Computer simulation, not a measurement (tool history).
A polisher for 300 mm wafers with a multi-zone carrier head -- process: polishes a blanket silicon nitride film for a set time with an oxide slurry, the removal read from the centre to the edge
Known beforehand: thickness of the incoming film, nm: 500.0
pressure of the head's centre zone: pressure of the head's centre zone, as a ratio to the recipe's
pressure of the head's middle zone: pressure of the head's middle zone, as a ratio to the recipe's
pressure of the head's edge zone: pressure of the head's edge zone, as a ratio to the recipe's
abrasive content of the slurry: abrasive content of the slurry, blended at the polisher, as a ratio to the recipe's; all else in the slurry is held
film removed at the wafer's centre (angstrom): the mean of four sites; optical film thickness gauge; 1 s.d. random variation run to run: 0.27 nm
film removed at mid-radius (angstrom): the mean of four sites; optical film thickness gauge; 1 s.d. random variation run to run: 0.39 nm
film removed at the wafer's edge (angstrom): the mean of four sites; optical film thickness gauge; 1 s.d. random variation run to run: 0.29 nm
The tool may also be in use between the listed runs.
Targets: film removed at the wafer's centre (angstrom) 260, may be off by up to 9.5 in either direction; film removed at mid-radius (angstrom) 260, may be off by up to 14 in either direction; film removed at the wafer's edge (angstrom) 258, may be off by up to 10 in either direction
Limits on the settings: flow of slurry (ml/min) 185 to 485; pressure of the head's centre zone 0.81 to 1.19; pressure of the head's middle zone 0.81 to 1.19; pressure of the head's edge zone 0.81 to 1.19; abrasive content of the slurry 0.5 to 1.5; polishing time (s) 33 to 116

run  hour  flow of slurry (ml/min)  pressure of the head's centre zone  pressure of the head's middle zone  pressure of the head's edge zone  abrasive content of the slurry  polishing time (s)  film removed at the wafer's centre (angstrom)  film removed at mid-radius (angstrom)  film removed at the wafer's edge (angstrom)
  1     0                      310                                   1                                   1                                 1                               1                  74                                         329.89                                 327.38                                       327.12
  2   4.5                      310                                   1                                   1                              0.97                               1                  74                                         335.21                                 337.06                                       326.89
  3   7.3                      380                                   1                                   1                              0.97                               1                  74                                         342.72                                 330.63                                       329.85
  4  16.3                      380                                0.99                                0.99                              0.96                             0.9                  74                                         324.21                                 321.71                                       314.35
  5  17.2                      380                                0.99                                0.99                              0.96                             0.9                  65                                         282.64                                 274.39                                       282.12
  6  19.2                      440                                0.99                                0.99                              0.96                             0.9                  65                                         283.78                                  278.2                                       276.98
  7    21                      440                                0.99                                0.99                              0.96                            0.85                  65                                          277.5                                 271.58                                       275.61
  8  29.6                      440                                0.99                                0.99                              0.95                            0.85                  65                                         282.14                                 280.65                                        273.4

Exercise: of the 4 proposed moves below, exactly one satisfies all targets within the stated allowed misses. Which move is it?
  A  38.2                      415                                1.06                                   1                              0.91                            0.85                  69                                              ?                                      ?                                            ?
  B  38.2                      460                                0.98                                0.99                              0.96                             0.9                  66                                              ?                                      ?                                            ?
  C  38.2                      440                                0.98                                0.98                              0.97                            0.85                  61                                              ?                                      ?                                            ?
  D  38.2                      460                                1.05                                0.92                              0.91                             0.9                  62                                              ?                                      ?                                            ?

move  film removed at the wafer's centre (angstrom)  film removed at mid-radius (angstrom)  film removed at the wafer's edge (angstrom)
   A                                         315.51                                 282.83                                       277.13
   B                                         287.54                                 277.03                                       279.72
   C                                         258.77                                 247.68                                       253.23
   D                                         289.45                                 247.78                                       256.48
A: the biggest miss grows against the last run
B: the biggest miss grows against the last run
C: every result lands within tolerance
D: the biggest miss grows against the last run
The move that meets every target is C.
